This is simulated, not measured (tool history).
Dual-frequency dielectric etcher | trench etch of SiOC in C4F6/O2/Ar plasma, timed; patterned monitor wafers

| run | hour | source power (kW) | bias power (kW) | etch time (s) | mean etch depth across the wafer (angstrom) |
|---|---|---|---|---|---|
| 1 | 0 | 0.43 | 0.235 | 16 | 379.94 |
| 2 | 8.3 | 0.43 | 0.202 | 16 | 361.53 |
| 3 | 13.1 | 0.43 | 0.202 | 17 | 386.27 |
| 4 | 19 | 0.43 | 0.171 | 17 | 364.25 |
| 5 | 25.6 | 0.45 | 0.173 | 17 | 372.37 |
| 6 | 31.6 | 0.46 | 0.175 | 17 | 381.1 |
| 7 | 36 | 0.47 | 0.176 | 17 | 381.65 |
| 8 | 42.9 | 0.48 | 0.177 | 17 | 386.26 |
| 9 | 46.7 | 0.49 | 0.178 | 17 | 393.77 |
| 10 | 51.1 | 0.5 | 0.179 | 17 | 394.6 |

What will run 11 give?
| 11 | 51.8 | 0.51 | 0.18 | 17 | ? |

{"run 11": {"mean etch depth across the wafer (angstrom)": 401.94}}
